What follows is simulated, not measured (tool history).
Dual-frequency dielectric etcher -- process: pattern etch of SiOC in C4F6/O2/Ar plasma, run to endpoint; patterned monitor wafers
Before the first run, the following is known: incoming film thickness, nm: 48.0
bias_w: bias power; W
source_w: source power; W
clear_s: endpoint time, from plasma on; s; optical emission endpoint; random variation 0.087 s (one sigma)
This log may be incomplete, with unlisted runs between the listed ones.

run 1 day=0.000 | bias_w=384 source_w=400 | clear_s=18.599
run 2 day=0.125 | bias_w=371 source_w=400 | clear_s=18.959
run 3 day=0.362 | bias_w=361 source_w=400 | clear_s=19.205
run 4 day=0.525 | bias_w=353 source_w=400 | clear_s=19.385
run 5 day=0.725 | bias_w=353 source_w=470 | clear_s=17.807
run 6 day=0.754 | bias_w=340 source_w=460 | clear_s=18.402
run 7 day=0.912 | bias_w=328 source_w=460 | clear_s=18.753
run 8 day=1.017 | bias_w=328 source_w=460 | clear_s=18.795
run 9 day=1.075 | bias_w=319 source_w=460 | clear_s=19.034
run 10 day=1.354 | bias_w=311 source_w=460 | clear_s=19.294
run 11 day=1.571 | bias_w=304 source_w=460 | clear_s=19.589
run 12 day=1.696 | bias_w=299 source_w=460 | clear_s=19.569
run 13 day=1.846 | bias_w=293 source_w=460 | clear_s=19.937
run 14 day=2.150 | bias_w=243 source_w=450 | clear_s=22.051
run 15 day=2.388 | bias_w=246 source_w=450 | clear_s=21.811
run 16 day=2.617 | bias_w=246 source_w=450 | clear_s=21.947
run 17 day=2.929 | bias_w=249 source_w=450 | clear_s=21.788

Run 18, settings as shown, results not yet in. Your forecast:
run 18 day=3.221 | bias_w=251 source_w=450 | clear_s=?

clear_s: 21.775 s
